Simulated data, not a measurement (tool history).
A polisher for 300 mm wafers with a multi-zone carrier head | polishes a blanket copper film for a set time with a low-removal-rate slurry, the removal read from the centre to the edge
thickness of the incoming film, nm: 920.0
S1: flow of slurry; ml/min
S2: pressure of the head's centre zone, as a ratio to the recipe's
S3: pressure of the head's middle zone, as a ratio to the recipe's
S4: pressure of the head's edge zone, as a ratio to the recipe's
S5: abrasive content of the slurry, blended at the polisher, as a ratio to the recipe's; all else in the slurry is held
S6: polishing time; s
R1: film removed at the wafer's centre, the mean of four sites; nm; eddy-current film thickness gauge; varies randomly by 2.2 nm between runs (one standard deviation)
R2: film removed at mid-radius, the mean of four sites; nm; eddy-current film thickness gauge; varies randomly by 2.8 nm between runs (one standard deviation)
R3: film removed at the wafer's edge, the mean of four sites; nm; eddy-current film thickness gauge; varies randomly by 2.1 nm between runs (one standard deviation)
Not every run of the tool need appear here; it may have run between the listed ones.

run 1 hour=0 | S1=170 S2=1 S3=1 S4=1 S5=1 S6=68 | R1=141.98 R2=145.3 R3=156.76
run 2 hour=8.7 | S1=170 S2=1 S3=1 S4=1 S5=1 S6=52 | R1=106.75 R2=108.85 R3=119.03
run 3 hour=17.6 | S1=170 S2=1 S3=1 S4=1.07 S5=1 S6=52 | R1=108.43 R2=108.36 R3=122.46
run 4 hour=18.9 | S1=170 S2=1 S3=1 S4=1.1 S5=1 S6=52 | R1=107.07 R2=110.94 R3=124.3
run 5 hour=26.3 | S1=175 S2=1.02 S3=1.02 S4=1.1 S5=1.05 S6=54 | R1=116.5 R2=117.06 R3=130.2
run 6 hour=35.1 | S1=180 S2=1.03 S3=1.04 S4=1.09 S5=1.1 S6=56 | R1=123.2 R2=123.67 R3=136.82
run 7 hour=37.2 | S1=185 S2=1.04 S3=1.06 S4=1.06 S5=1.1 S6=58 | R1=127.58 R2=133.14 R3=141.02
run 8 hour=45 | S1=190 S2=1.06 S3=1.07 S4=1.04 S5=1.15 S6=60 | R1=135.62 R2=138.86 R3=144.22
run 9 hour=51.5 | S1=195 S2=1.08 S3=1.08 S4=1.04 S5=1.2 S6=62 | R1=145.08 R2=145.63 R3=150.44
run 10 hour=53.1 | S1=200 S2=1.09 S3=1.09 S4=1.03 S5=1.25 S6=63 | R1=152.47 R2=156.24 R3=154.3
run 11 hour=61.1 | S1=205 S2=1.1 S3=1.1 S4=1.03 S5=1.3 S6=64 | R1=156.53 R2=156.21 R3=157.41
run 12 hour=69.6 | S1=210 S2=1.11 S3=1.11 S4=1.03 S5=1.3 S6=65 | R1=163.81 R2=159.97 R3=161.18
run 13 hour=70.9 | S1=210 S2=1.11 S3=1.12 S4=1.02 S5=1.3 S6=66 | R1=164.94 R2=164.95 R3=158.81
run 14 hour=72.3 | S1=210 S2=1.11 S3=1.13 S4=1.02 S5=1.35 S6=67 | R1=168.22 R2=167.73 R3=164.92
run 15 hour=80.8 | S1=215 S2=1.11 S3=1.14 S4=1.02 S5=1.35 S6=68 | R1=173.1 R2=173.87 R3=167.92
-- hour=84.9 edge zone pressure recalibrated
run 16 hour=84.9 | S1=220 S2=1.11 S3=1.15 S4=1.02 S5=1.35 S6=69 | R1=174.84 R2=176.26 R3=163.37
run 17 hour=90.6 | S1=220 S2=1.11 S3=1.15 S4=1.02 S5=1.35 S6=70 | R1=180.25 R2=187.25 R3=163.51
run 18 hour=92.4 | S1=220 S2=1.11 S3=1.15 S4=1.02 S5=1.35 S6=71 | R1=179.37 R2=182.92 R3=168.11
run 19 hour=96.9 | S1=220 S2=1.11 S3=1.15 S4=1.02 S5=1.35 S6=71 | R1=179.31 R2=184.22 R3=165.86
run 20 hour=97.5 | S1=220 S2=1.11 S3=1.15 S4=1.02 S5=1.35 S6=72 | R1=183.95 R2=186.49 R3=168.69

Run 21, settings as shown, results not yet in. Your forecast:
run 21 hour=100.6 | S1=215 S2=1.12 S3=1.16 S4=1.02 S5=1.45 S6=74 | R1=? R2=? R3=?

R1: 192.6 nm
R2: 198.04 nm
R3: 175.91 nm

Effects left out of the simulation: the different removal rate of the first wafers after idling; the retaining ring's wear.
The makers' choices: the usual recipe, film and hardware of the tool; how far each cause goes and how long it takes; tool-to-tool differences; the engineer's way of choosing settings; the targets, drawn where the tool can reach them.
